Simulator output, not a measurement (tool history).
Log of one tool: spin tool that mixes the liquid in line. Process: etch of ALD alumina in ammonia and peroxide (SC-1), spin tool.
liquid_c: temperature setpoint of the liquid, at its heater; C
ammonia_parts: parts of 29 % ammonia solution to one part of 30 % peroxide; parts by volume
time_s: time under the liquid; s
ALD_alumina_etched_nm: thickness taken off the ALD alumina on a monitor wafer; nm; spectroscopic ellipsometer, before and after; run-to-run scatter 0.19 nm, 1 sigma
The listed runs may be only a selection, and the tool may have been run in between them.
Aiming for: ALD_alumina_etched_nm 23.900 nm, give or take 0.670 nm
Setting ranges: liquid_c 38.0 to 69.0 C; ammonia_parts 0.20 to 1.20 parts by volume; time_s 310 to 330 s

run	hour	liquid_c	ammonia_parts	time_s	ALD_alumina_etched_nm
1	0.0	53.0	0.80	310	11.997
2	4.2	55.0	0.80	310	13.389
3	5.4	55.0	1.00	310	13.702
4	7.7	56.5	1.00	310	14.959
5	12.2	59.5	1.00	310	17.228
6	20.3	59.5	1.00	310	17.333
7	21.4	60.5	1.00	310	18.397
8	22.8	61.5	1.00	310	19.157
9	30.9	62.0	1.00	310	19.780

Which single option among these 5 for the next run brings every result within its allowed miss of target? Just one does.
A	39.0	59.5	0.70	310	?
B	39.0	59.0	1.20	310	?
C	39.0	65.5	1.15	310	?
D	39.0	56.0	1.20	310	?
E	39.0	58.5	1.20	310	?

move	ALD_alumina_etched_nm
A	16.568
B	16.986
C	23.582
D	14.499
E	16.548
A: further off than the last run
B: further off than the last run
C: every result within its allowed miss
D: further off than the last run
E: further off than the last run
Correct choice: C, which meets every target
